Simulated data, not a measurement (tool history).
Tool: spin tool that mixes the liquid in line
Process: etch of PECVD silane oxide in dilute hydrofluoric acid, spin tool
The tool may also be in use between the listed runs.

run	hour	temperature setpoint of the liquid (°C)	parts of water to one part of 49 % hydrofluoric acid (parts by volume)	time under the liquid (s)	thickness taken off the PECVD silane oxide on a monitor wafer (angstrom)
1	0.0	26.0	120	105	181.77
2	6.6	24.5	120	105	176.54
3	8.6	24.5	80	105	275.06
4	9.4	23.5	95	105	217.84
5	12.8	26.5	95	105	246.39
# hour 20.4: hydrofluoric acid flow meter replaced
6	20.4	26.5	70	105	312.08

Run 7 comes next. What will it give?
7	28.6	25.0	85	105	?

{"run 7": {"thickness taken off the PECVD silane oxide on a monitor wafer (angstrom)": 232.99}}

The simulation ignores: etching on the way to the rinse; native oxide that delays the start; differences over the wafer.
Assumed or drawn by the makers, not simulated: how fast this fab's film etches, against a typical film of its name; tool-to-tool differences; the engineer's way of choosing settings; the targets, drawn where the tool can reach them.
